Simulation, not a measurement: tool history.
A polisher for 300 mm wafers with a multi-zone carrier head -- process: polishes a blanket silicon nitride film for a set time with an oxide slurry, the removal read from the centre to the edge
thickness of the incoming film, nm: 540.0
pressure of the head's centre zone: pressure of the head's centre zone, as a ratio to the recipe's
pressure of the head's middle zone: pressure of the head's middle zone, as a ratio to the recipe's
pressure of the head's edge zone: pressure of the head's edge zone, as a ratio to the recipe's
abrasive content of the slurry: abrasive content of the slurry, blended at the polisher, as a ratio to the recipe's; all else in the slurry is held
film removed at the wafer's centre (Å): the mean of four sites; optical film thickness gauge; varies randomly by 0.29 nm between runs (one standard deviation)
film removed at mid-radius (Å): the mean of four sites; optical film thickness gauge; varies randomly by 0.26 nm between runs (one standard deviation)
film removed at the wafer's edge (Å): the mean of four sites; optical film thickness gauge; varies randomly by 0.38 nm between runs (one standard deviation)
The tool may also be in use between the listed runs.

run    day  flow of slurry (ml/min)  pressure of the head's centre zone  pressure of the head's middle zone  pressure of the head's edge zone  abrasive content of the slurry  polishing time (s)  film removed at the wafer's centre (Å)  film removed at mid-radius (Å)  film removed at the wafer's edge (Å)
  1      0                      135                                   1                                   1                                 1                               1                  49                                  466.58                           453.4                                447.79
  2  0.292                      135                                   1                                   1                                 1                               1                  58                                  539.26                           535.3                                527.97
  3  0.329                      135                                   1                                1.05                                 1                               1                  58                                  553.93                          554.73                                530.83
  4   0.45                      135                                   1                                1.05                              0.96                               1                  58                                  545.94                          550.65                                517.77
  5  0.804                      110                                   1                                1.05                              0.96                               1                  58                                   512.6                          521.93                                514.48
  6  1.138                      115                                0.99                                1.04                              0.95                            0.95                  57                                  488.07                          503.82                                 486.7

Run 7, settings as shown, results not yet in. Your forecast:
  7  1.238                      120                                0.99                                1.02                              0.94                             0.9                  57                                       ?                               ?                                     ?

{"run 7": {"film removed at the wafer's centre (Å)": 496.64, "film removed at mid-radius (Å)": 498.78, "film removed at the wafer's edge (Å)": 481.73}}

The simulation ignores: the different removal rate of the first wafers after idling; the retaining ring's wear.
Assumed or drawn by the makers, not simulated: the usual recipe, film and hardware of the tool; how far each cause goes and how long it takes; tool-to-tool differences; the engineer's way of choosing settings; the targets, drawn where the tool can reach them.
